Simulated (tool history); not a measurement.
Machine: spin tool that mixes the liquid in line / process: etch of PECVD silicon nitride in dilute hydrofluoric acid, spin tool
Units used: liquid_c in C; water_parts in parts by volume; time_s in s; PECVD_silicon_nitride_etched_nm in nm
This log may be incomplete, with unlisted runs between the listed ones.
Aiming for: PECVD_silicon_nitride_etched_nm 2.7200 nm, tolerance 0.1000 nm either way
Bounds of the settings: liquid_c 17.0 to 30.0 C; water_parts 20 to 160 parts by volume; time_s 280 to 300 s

run  hour  liquid_c  water_parts  time_s  PECVD_silicon_nitride_etched_nm
  1   0.0      22.0           90     280                           4.4201
  2   5.1      25.5           90     280                           5.5872
  3   9.7      25.5          110     280                           4.5411
  4  11.2      24.5          110     280                           4.2191
  5  17.7      24.5          130     280                           3.5285
  6  22.3      24.5          140     280                           3.2674
  7  26.0      24.0          140     280                           3.1717
  8  28.3      23.5          140     280                           3.1744
  9  32.8      20.5          140     280                           2.5081

Of the 4 settings listed for the next run, only one would bring every result within its allowed miss of target. Which one?
  A  37.3      19.0          140     280                                ?
  B  37.3      19.5          155     295                                ?
  C  37.3      22.0          155     295                                ?
  D  37.3      22.0          160     280                                ?

move  PECVD_silicon_nitride_etched_nm
   A                           2.3421
   B                           2.3117
   C                           2.7265
   D                           2.5084
A: moves away from the targets compared with the last run
B: moves away from the targets compared with the last run
C: meets every target
D: about the same distance from the targets as the last run
So the answer is move C, the one that meets all the targets.
